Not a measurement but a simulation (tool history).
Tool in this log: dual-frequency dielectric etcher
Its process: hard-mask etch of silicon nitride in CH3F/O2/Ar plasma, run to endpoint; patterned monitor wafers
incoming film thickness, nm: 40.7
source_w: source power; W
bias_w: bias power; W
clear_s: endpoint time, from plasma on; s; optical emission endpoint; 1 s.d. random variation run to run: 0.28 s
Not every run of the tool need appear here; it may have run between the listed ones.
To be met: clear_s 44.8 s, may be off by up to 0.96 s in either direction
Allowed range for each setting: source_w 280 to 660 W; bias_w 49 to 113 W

Run 1, hour 0: source_w 470 W, bias_w 81 W. Result: clear_s 52.693 s.
Run 2, hour 6.9: source_w 510 W, bias_w 83 W. Result: clear_s 50.138 s.
Run 3, hour 9.9: source_w 510 W, bias_w 72 W. Result: clear_s 53.191 s.
Run 4, hour 14.7: source_w 450 W, bias_w 72 W. Result: clear_s 55.524 s.
Run 5, hour 20.2: source_w 450 W, bias_w 64 W. Result: clear_s 57.295 s.
Run 6, hour 25.6: source_w 500 W, bias_w 70 W. Result: clear_s 53.744 s.
Run 7, hour 27.3: source_w 540 W, bias_w 74 W. Result: clear_s 52.193 s.
Run 8, hour 29.2: source_w 570 W, bias_w 80 W. Result: clear_s 49.82 s.
Run 9, hour 35.7: source_w 590 W, bias_w 84 W. Result: clear_s 47.657 s.
Run 10, hour 41.5: source_w 600 W, bias_w 85 W. Result: clear_s 47.77 s.
Run 11, hour 43.8: source_w 600 W, bias_w 85 W. Result: clear_s 47.768 s.

Which one of the following 5 next-run settings gets every result inside its allowed miss? There is exactly one.
Run A, hour 46.1: source_w 500 W, bias_w 74 W. Result: clear_s ?.
Run B, hour 46.1: source_w 540 W, bias_w 71 W. Result: clear_s ?.
Run C, hour 46.1: source_w 660 W, bias_w 94 W. Result: clear_s ?.
Run D, hour 46.1: source_w 560 W, bias_w 64 W. Result: clear_s ?.
Run E, hour 46.1: source_w 570 W, bias_w 67 W. Result: clear_s ?.

move  clear_s
   A   52.859
   B   52.659
   C   44.876
   D   54.229
   E   53.066
A: moves away from the targets compared with the last run
B: moves away from the targets compared with the last run
C: in spec on every target
D: moves away from the targets compared with the last run
E: moves away from the targets compared with the last run
Answer: C
